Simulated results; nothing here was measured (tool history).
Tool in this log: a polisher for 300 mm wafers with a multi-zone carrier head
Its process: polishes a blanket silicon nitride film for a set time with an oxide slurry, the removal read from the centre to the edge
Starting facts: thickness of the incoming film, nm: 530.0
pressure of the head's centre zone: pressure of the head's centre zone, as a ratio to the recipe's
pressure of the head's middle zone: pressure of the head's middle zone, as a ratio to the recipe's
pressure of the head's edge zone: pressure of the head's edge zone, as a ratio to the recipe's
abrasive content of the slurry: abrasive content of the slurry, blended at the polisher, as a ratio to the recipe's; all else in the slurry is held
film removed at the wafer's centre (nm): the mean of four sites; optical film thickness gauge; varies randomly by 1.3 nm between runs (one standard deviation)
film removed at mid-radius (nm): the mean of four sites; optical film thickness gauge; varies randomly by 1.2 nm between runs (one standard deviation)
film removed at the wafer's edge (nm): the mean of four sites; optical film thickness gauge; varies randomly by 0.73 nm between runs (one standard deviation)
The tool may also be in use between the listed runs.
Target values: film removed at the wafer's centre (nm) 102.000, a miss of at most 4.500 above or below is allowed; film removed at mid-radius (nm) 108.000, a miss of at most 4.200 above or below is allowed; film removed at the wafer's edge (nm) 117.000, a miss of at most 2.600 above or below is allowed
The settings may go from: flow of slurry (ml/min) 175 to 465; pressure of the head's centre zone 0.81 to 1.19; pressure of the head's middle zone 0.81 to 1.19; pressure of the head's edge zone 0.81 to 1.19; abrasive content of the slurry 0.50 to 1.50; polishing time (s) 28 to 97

run  hour  flow of slurry (ml/min)  pressure of the head's centre zone  pressure of the head's middle zone  pressure of the head's edge zone  abrasive content of the slurry  polishing time (s)  film removed at the wafer's centre (nm)  film removed at mid-radius (nm)  film removed at the wafer's edge (nm)
  1   0.0                      295                                1.00                                1.00                              1.00                            1.00                  62                                   68.471                           69.141                                 69.192
  2   8.9                      295                                1.00                                1.00                              1.04                            1.00                  62                                   67.784                           66.359                                 70.065
  3  14.8                      335                                1.00                                1.00                              1.04                            1.00                  62                                   69.816                           69.904                                 72.176
  4  21.2                      335                                1.00                                1.00                              1.04                            0.80                  62                                   62.586                           61.371                                 64.419
  5  25.5                      335                                1.00                                1.00                              1.04                            0.70                  62                                   57.086                           57.268                                 59.308
  6  30.8                      345                                0.99                                1.01                              1.06                            0.80                  62                                   60.690                           62.552                                 64.550
  7  34.3                      350                                0.99                                1.01                              1.07                            0.90                  63                                   66.687                           67.264                                 70.146
  8  38.6                      350                                0.89                                1.06                              1.17                            1.15                  72                                   77.747                           88.949                                 94.556
  9  44.6                      350                                0.90                                1.06                              1.17                            1.20                  72                                   78.211                           91.426                                 96.232
 10  53.1                      350                                0.91                                1.05                              1.17                            1.25                  72                                   79.769                           92.708                                 98.766
 11  55.6                      350                                0.93                                1.05                              1.17                            1.30                  72                                   85.917                           93.701                                 99.194
 12  56.3                      370                                0.91                                1.03                              1.19                            1.50                  77                                   92.309                          102.420                                113.890
 13  61.8                      370                                0.92                                1.03                              1.19                            1.50                  77                                   95.128                          102.670                                113.770

Below are 4 possible settings for the next run. Only one of them brings all results inside the allowed miss of their targets. Which is it?
  A  67.3                      385                                0.95                                1.01                              1.16                            1.50                  80                                        ?                                ?                                      ?
  B  67.3                      395                                0.91                                1.05                              1.18                            1.50                  83                                        ?                                ?                                      ?
  C  67.3                      455                                1.01                                1.08                              1.15                            1.50                  79                                        ?                                ?                                      ?
  D  67.3                      355                                0.87                                1.02                              1.19                            1.45                  82                                        ?                                ?                                      ?

move  film removed at the wafer's centre (nm)  film removed at mid-radius (nm)  film removed at the wafer's edge (nm)
   A                                  100.340                          107.160                                117.070
   B                                   99.935                          115.150                                122.670
   C                                  106.860                          113.350                                116.060
   D                                   92.273                          108.700                                119.460
A: all results in spec
B: corrects the largest miss of the last run, while another result sits out of spec
C: takes the result that was furthest off past its target
D: further off than the last run
A is the move that brings every result within its allowed miss.
